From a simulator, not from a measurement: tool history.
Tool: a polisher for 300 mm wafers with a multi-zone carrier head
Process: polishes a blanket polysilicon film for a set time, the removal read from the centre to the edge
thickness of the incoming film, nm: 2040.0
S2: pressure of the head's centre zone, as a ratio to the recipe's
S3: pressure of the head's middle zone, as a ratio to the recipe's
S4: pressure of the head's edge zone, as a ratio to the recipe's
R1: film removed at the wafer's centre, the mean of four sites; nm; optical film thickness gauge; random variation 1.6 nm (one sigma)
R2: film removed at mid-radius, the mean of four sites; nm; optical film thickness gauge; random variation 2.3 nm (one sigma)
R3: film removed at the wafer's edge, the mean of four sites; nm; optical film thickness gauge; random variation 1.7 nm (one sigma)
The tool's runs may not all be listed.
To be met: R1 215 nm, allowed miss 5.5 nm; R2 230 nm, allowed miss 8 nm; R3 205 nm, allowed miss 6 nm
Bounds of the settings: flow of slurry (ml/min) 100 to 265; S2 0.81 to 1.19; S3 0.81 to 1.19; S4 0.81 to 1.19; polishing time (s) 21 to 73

Run 1, hour 0: flow of slurry (ml/min) 170, S2 1, S3 1, S4 1, polishing time (s) 47. Result: R1 347.82 nm, R2 356.55 nm, R3 343.08 nm.
Run 2, hour 3.7: flow of slurry (ml/min) 165, S2 0.99, S3 1, S4 0.96, polishing time (s) 42. Result: R1 305.64 nm, R2 314.57 nm, R3 301.46 nm.
Run 3, hour 5.7: flow of slurry (ml/min) 165, S2 0.95, S3 1, S4 0.96, polishing time (s) 42. Result: R1 294.08 nm, R2 315.3 nm, R3 303.07 nm.
Run 4, hour 9.7: flow of slurry (ml/min) 165, S2 0.96, S3 1.01, S4 0.93, polishing time (s) 38. Result: R1 269.06 nm, R2 285.08 nm, R3 265.6 nm.
Run 5, hour 13.1: flow of slurry (ml/min) 150, S2 0.96, S3 1.01, S4 0.93, polishing time (s) 38. Result: R1 264.93 nm, R2 278.21 nm, R3 262.61 nm.
Run 6, hour 19.9: flow of slurry (ml/min) 150, S2 0.9, S3 1.01, S4 0.93, polishing time (s) 38. Result: R1 251.13 nm, R2 280.8 nm, R3 264.26 nm.
Run 7, hour 25.4: flow of slurry (ml/min) 145, S2 0.91, S3 1.01, S4 0.9, polishing time (s) 36. Result: R1 237.59 nm, R2 263.6 nm, R3 243.88 nm.
Run 8, hour 30.7: flow of slurry (ml/min) 120, S2 0.95, S3 1, S4 0.81, polishing time (s) 32. Result: R1 208.61 nm, R2 221.56 nm, R3 200.84 nm.

Which of these 4 next moves meets every target?
Run A, hour 36: flow of slurry (ml/min) 105, S2 0.99, S3 1.03, S4 0.82, polishing time (s) 33. Result: R1 ?, R2 ?, R3 ?.
Run B, hour 36: flow of slurry (ml/min) 120, S2 0.98, S3 0.98, S4 0.89, polishing time (s) 31. Result: R1 ?, R2 ?, R3 ?.
Run C, hour 36: flow of slurry (ml/min) 125, S2 0.95, S3 0.97, S4 0.91, polishing time (s) 31. Result: R1 ?, R2 ?, R3 ?.
Run D, hour 36: flow of slurry (ml/min) 105, S2 0.94, S3 1.05, S4 0.81, polishing time (s) 32. Result: R1 ?, R2 ?, R3 ?.

move      R1      R2      R3
   A  215.55  232.98   203.3
   B   209.2  217.74  203.26
   C   205.7  218.13  206.82
   D  199.35   229.7  196.05
A: meets every target
B: further off than the last run
C: further off than the last run
D: further off than the last run
Move A is the one to make.

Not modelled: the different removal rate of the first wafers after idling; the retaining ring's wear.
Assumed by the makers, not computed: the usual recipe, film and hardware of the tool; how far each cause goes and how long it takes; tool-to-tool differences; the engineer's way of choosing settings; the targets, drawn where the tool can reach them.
